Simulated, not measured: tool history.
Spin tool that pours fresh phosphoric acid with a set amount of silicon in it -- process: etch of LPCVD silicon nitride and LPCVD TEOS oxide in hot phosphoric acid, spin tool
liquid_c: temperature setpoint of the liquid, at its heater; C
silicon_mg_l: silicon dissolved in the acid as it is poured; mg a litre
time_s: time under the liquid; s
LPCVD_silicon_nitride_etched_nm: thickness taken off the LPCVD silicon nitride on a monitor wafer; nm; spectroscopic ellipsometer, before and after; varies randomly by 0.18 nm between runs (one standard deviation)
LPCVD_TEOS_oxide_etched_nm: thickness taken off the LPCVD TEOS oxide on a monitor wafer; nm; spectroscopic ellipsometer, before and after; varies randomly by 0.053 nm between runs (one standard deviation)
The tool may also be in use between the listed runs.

run	hour	liquid_c	silicon_mg_l	time_s	LPCVD_silicon_nitride_etched_nm	LPCVD_TEOS_oxide_etched_nm
1	0	161	13	180	17.829	0.66395
2	1.4	163	13	180	19.202	0.79998
3	4.5	163.5	13.5	195	20.957	0.83607
4	7.8	164	13	205	22.87	0.93638
5	12.8	164	13	145	15.899	0.67939
6	21.6	164	12.5	165	18.148	0.80121
7	22.3	164	12.5	180	19.92	0.82357

Run 8 is up next; what results do you expect?
8	29	164	11.5	190	?	?

{"run 8": {"LPCVD_silicon_nitride_etched_nm": 20.938, "LPCVD_TEOS_oxide_etched_nm": 0.92832}}
